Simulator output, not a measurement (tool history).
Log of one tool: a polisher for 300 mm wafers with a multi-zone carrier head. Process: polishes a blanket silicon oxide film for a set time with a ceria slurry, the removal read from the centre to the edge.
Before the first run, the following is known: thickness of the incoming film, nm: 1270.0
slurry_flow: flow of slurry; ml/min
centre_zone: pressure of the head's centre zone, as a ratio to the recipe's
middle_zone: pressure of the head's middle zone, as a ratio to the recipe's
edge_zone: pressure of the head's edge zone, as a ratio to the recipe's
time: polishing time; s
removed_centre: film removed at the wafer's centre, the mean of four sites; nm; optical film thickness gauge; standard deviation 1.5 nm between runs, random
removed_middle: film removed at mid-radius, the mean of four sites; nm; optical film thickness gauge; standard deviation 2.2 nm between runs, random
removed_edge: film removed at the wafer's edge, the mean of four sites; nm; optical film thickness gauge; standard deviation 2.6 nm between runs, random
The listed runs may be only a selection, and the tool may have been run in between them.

Run 1, hour 0: slurry_flow 175 ml/min, centre_zone 1, middle_zone 1, edge_zone 1, time 73 s. Result: removed_centre 290.38 nm, removed_middle 317.41 nm, removed_edge 312.77 nm.
Run 2, hour 7.9: slurry_flow 175 ml/min, centre_zone 0.94, middle_zone 1, edge_zone 1, time 73 s. Result: removed_centre 270.33 nm, removed_middle 311.19 nm, removed_edge 308.39 nm.
Run 3, hour 16.3: slurry_flow 175 ml/min, centre_zone 0.94, middle_zone 1, edge_zone 1, time 91 s. Result: removed_centre 335.76 nm, removed_middle 392.75 nm, removed_edge 382.48 nm.
Run 4, hour 19.8: slurry_flow 175 ml/min, centre_zone 0.95, middle_zone 0.97, edge_zone 0.95, time 75 s. Result: removed_centre 282.64 nm, removed_middle 311.19 nm, removed_edge 307.09 nm.
Run 5, hour 26.3: slurry_flow 175 ml/min, centre_zone 0.95, middle_zone 1.02, edge_zone 0.95, time 75 s. Result: removed_centre 282.18 nm, removed_middle 325.52 nm, removed_edge 306.46 nm.
Run 6, hour 31.4: slurry_flow 175 ml/min, centre_zone 0.95, middle_zone 0.98, edge_zone 0.91, time 65 s. Result: removed_centre 244.61 nm, removed_middle 274.9 nm, removed_edge 265.21 nm.
Run 7, hour 34.2: slurry_flow 175 ml/min, centre_zone 0.97, middle_zone 0.95, edge_zone 0.88, time 58 s. Result: removed_centre 222.63 nm, removed_middle 237.63 nm, removed_edge 229.5 nm.
Run 8, hour 42.4: slurry_flow 170 ml/min, centre_zone 0.97, middle_zone 0.92, edge_zone 0.86, time 56 s. Result: removed_centre 215.01 nm, removed_middle 227.87 nm, removed_edge 220.19 nm.

Estimate the outcome of run 9 from the log above:
Run 9, hour 50.3: slurry_flow 165 ml/min, centre_zone 0.97, middle_zone 0.89, edge_zone 0.85, time 54 s. Result: removed_centre ?, removed_middle ?, removed_edge ?.

Run 9 produced removed_centre 205.98 nm, removed_middle 207.84 nm, removed_edge 209.26 nm.
